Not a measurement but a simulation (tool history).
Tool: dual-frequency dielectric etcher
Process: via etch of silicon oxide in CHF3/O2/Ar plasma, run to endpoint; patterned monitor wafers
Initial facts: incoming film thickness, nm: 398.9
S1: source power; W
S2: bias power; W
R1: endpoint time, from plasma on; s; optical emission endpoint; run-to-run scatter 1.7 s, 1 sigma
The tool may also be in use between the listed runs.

run  hour   S1   S2      R1
  1     0  700  236  167.15
  2   1.1  750  236  164.35
  3     8  710  227  170.05
  4  10.2  680  222   172.1
  5  16.7  650  214  178.38
  6  20.2  700  214  173.35

What does the tool deliver on the next run?
  7  22.3  670  209   ?

Run 7 measured R1 178.86 s.
